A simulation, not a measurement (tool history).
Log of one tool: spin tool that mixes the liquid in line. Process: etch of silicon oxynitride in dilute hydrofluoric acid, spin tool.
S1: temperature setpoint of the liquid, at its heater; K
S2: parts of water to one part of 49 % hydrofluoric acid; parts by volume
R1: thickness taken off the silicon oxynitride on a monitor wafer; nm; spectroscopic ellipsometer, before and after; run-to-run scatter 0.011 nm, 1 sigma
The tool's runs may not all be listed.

{"run": 1, "hour": 0.0, "S1": 297.15, "S2": 250, "time under the liquid (s)": 100, "R1": 0.79667}
{"run": 2, "hour": 1.7, "S1": 296.15, "S2": 255, "time under the liquid (s)": 100, "R1": 0.75711}
{"run": 3, "hour": 2.5, "S1": 295.65, "S2": 260, "time under the liquid (s)": 100, "R1": 0.72288}
{"run": 4, "hour": 9.3, "S1": 299.15, "S2": 260, "time under the liquid (s)": 100, "R1": 0.80362}
{"run": 5, "hour": 16.8, "S1": 301.15, "S2": 260, "time under the liquid (s)": 100, "R1": 0.90992}
{"run": 6, "hour": 22.7, "S1": 300.15, "S2": 265, "time under the liquid (s)": 100, "R1": 0.83179}
{"run": 7, "hour": 30.7, "S1": 299.15, "S2": 270, "time under the liquid (s)": 100, "R1": 0.79551}
{"run": 8, "hour": 33.4, "S1": 298.15, "S2": 275, "time under the liquid (s)": 100, "R1": 0.76528}

Run 9 comes next. What will it give?
{"run": 9, "hour": 37.8, "S1": 297.15, "S2": 280, "time under the liquid (s)": 100, "R1": "?"}

{"run 9": {"R1": 0.70857}}

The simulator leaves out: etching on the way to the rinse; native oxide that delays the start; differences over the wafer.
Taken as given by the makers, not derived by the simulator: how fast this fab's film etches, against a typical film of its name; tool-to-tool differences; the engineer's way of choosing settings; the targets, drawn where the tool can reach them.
